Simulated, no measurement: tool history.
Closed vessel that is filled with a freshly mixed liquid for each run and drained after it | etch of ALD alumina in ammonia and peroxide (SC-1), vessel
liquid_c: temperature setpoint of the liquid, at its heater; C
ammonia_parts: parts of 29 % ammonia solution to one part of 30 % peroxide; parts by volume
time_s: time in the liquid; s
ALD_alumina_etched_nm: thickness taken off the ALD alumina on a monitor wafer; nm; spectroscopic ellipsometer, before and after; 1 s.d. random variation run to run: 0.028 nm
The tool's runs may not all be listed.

run 1 day=0.000 | liquid_c=55.0 ammonia_parts=0.50 time_s=35 | ALD_alumina_etched_nm=2.5082
run 2 day=0.304 | liquid_c=56.0 ammonia_parts=0.50 time_s=35 | ALD_alumina_etched_nm=2.6551
run 3 day=0.429 | liquid_c=50.5 ammonia_parts=0.50 time_s=35 | ALD_alumina_etched_nm=1.9701
run 4 day=0.696 | liquid_c=44.0 ammonia_parts=0.50 time_s=35 | ALD_alumina_etched_nm=1.3771
run 5 day=1.062 | liquid_c=44.0 ammonia_parts=0.35 time_s=35 | ALD_alumina_etched_nm=1.3208
run 6 day=1.162 | liquid_c=44.0 ammonia_parts=0.35 time_s=30 | ALD_alumina_etched_nm=1.1337
run 7 day=1.521 | liquid_c=48.0 ammonia_parts=0.35 time_s=30 | ALD_alumina_etched_nm=1.4129
run 8 day=1.750 | liquid_c=51.5 ammonia_parts=0.35 time_s=30 | ALD_alumina_etched_nm=1.7318
run 9 day=2.050 | liquid_c=54.0 ammonia_parts=0.35 time_s=30 | ALD_alumina_etched_nm=1.9627

Forecast run 10:
run 10 day=2.262 | liquid_c=56.0 ammonia_parts=0.35 time_s=30 | ALD_alumina_etched_nm=?

Run 10 came out at ALD_alumina_etched_nm 2.1851 nm.

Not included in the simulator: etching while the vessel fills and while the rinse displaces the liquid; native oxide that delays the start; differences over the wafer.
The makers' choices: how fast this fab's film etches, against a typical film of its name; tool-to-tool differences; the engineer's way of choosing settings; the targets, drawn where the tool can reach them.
